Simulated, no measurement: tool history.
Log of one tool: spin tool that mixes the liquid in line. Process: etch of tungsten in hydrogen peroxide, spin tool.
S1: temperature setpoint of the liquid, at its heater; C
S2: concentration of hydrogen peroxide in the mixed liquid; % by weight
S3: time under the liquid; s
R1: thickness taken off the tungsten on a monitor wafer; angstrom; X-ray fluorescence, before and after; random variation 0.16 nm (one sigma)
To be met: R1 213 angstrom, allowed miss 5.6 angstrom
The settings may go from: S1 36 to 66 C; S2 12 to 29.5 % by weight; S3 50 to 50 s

run,hour,S1,S2,S3,R1
1,0,52,20,50,549.09
2,6,48,20,50,424.78
3,10.4,48,17.5,50,398.65
4,12.1,48,17.5,50,405.81
5,21.1,46,17.5,50,354.19
6,30,48.5,17.5,50,418.22
7,36.6,46.5,17.5,50,361.21
8,43.9,45,17.5,50,331.48
9,48.7,43.5,17.5,50,302.82
10,54.1,42.5,17.5,50,284.5
11,57.6,37,17.5,50,197.67
12,58.8,38.5,17.5,50,217.91

4 next moves are on the table. One of them brings every result within its allowed miss. Which?
A,60,40,16.5,50,?
B,60,38,19.5,50,?
C,60,36.5,22,50,?
D,60,39.5,16.5,50,?

move,R1
A,233.94
B,223.09
C,214.55
D,226.44
A: further off than the last run
B: further off than the last run
C: meets every target
D: further off than the last run
The right move is C.
